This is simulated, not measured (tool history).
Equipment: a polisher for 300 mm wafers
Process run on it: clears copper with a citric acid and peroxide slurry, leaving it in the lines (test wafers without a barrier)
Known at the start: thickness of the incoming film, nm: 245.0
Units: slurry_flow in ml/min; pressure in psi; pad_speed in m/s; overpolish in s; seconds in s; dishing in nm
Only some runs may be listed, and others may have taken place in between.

run  hour  slurry_flow  pressure  pad_speed  slurry_solids  overpolish  seconds  dishing
  1     0          280       2.1       1.12              1          19   171.14   18.717
  2   2.1          280       2.1       1.12              1          12   166.21   12.682
  3     9          325       2.1       1.12              1          12   159.08   12.162
  4  12.9          325       2.1       1.12              1           6   163.92   6.4638
  5    15          365       2.1       1.12              1           6   164.74   6.9097
  6  16.3          365       2.1       1.24              1          12   150.62   13.883

Run 7 comes next. What will it give?
  7  18.7          365       2.2       1.32              1          14        ?        ?

seconds: 131.85 s
dishing: 17.145 nm
